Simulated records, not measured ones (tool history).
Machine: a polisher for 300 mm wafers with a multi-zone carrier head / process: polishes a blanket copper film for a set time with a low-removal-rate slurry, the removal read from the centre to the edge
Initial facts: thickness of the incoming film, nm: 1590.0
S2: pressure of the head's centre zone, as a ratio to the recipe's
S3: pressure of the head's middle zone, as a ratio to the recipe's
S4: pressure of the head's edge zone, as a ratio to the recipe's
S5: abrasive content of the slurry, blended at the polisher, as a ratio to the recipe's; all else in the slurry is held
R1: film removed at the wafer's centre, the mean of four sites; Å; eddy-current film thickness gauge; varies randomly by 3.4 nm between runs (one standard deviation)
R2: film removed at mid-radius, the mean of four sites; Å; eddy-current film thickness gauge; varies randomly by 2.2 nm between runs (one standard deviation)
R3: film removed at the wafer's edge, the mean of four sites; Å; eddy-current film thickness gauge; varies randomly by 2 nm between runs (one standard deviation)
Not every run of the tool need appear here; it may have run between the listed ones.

run 1 day=0.000 | flow_of_slurry_(ml/min)=130 S2=1.00 S3=1.00 S4=1.00 S5=1.00 polishing_time_(s)=45 | R1=1599.5 R2=1699.7 R3=1647.6
run 2 day=0.271 | flow_of_slurry_(ml/min)=130 S2=1.00 S3=1.06 S4=1.00 S5=1.00 polishing_time_(s)=45 | R1=1617.3 R2=1780.7 R3=1655.0
run 3 day=0.625 | flow_of_slurry_(ml/min)=130 S2=1.06 S3=1.06 S4=1.00 S5=1.00 polishing_time_(s)=45 | R1=1809.0 R2=1785.2 R3=1674.1
run 4 day=0.988 | flow_of_slurry_(ml/min)=140 S2=1.07 S3=1.09 S4=1.03 S5=1.10 polishing_time_(s)=45 | R1=1794.5 R2=1876.9 R3=1711.2
run 5 day=1.038 | flow_of_slurry_(ml/min)=140 S2=1.07 S3=1.13 S4=1.03 S5=1.10 polishing_time_(s)=45 | R1=1873.4 R2=1933.3 R3=1739.9
run 6 day=1.358 | flow_of_slurry_(ml/min)=140 S2=1.07 S3=1.09 S4=1.03 S5=1.10 polishing_time_(s)=45 | R1=1897.4 R2=1874.7 R3=1718.5
run 7 day=1.538 | flow_of_slurry_(ml/min)=140 S2=1.07 S3=1.10 S4=1.05 S5=1.15 polishing_time_(s)=47 | R1=1932.7 R2=1985.7 R3=1857.0
run 8 day=1.717 | flow_of_slurry_(ml/min)=145 S2=1.09 S3=1.12 S4=1.06 S5=1.20 polishing_time_(s)=47 | R1=1953.3 R2=2035.2 R3=1875.4
run 9 day=1.867 | flow_of_slurry_(ml/min)=150 S2=1.11 S3=1.13 S4=1.07 S5=1.25 polishing_time_(s)=48 | R1=2137.8 R2=2115.4 R3=1948.8
run 10 day=1.933 | flow_of_slurry_(ml/min)=155 S2=1.11 S3=1.14 S4=1.08 S5=1.30 polishing_time_(s)=48 | R1=2150.8 R2=2193.5 R3=1977.2
run 11 day=1.958 | flow_of_slurry_(ml/min)=160 S2=1.12 S3=1.15 S4=1.10 S5=1.35 polishing_time_(s)=48 | R1=2185.9 R2=2227.3 R3=2008.6
run 12 day=2.079 | flow_of_slurry_(ml/min)=165 S2=1.13 S3=1.15 S4=1.11 S5=1.40 polishing_time_(s)=48 | R1=2221.5 R2=2241.7 R3=2037.2

What does the tool deliver on the next run?
run 13 day=2.162 | flow_of_slurry_(ml/min)=170 S2=1.14 S3=1.16 S4=1.12 S5=1.40 polishing_time_(s)=48 | R1=? R2=? R3=?

R1: 2302.1 Å
R2: 2302.7 Å
R3: 2066.4 Å

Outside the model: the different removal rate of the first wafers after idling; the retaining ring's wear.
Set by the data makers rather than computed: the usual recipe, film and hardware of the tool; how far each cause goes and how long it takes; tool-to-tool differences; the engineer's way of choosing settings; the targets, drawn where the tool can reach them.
